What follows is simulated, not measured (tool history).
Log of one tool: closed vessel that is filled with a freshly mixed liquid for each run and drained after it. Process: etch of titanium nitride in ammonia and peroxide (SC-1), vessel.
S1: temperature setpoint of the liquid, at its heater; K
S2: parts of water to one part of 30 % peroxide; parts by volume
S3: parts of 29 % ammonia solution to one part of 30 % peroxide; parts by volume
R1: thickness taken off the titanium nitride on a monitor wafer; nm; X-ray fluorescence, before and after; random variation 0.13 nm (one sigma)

run 1 hour=0.0 | S1=319.15 S2=17.0 S3=0.45 time_in_the_liquid_(s)=285 | R1=10.718
run 2 hour=4.6 | S1=320.65 S2=17.0 S3=0.45 time_in_the_liquid_(s)=285 | R1=11.967
run 3 hour=6.2 | S1=320.65 S2=17.0 S3=0.35 time_in_the_liquid_(s)=285 | R1=11.377
run 4 hour=10.3 | S1=322.15 S2=17.0 S3=0.35 time_in_the_liquid_(s)=285 | R1=12.846
run 5 hour=11.5 | S1=323.15 S2=17.0 S3=0.35 time_in_the_liquid_(s)=285 | R1=13.419
run 6 hour=20.2 | S1=324.15 S2=17.0 S3=0.35 time_in_the_liquid_(s)=285 | R1=14.472

Forecast run 7:
run 7 hour=28.7 | S1=325.15 S2=17.0 S3=0.35 time_in_the_liquid_(s)=285 | R1=?

Run 7 gave R1 15.652 nm.
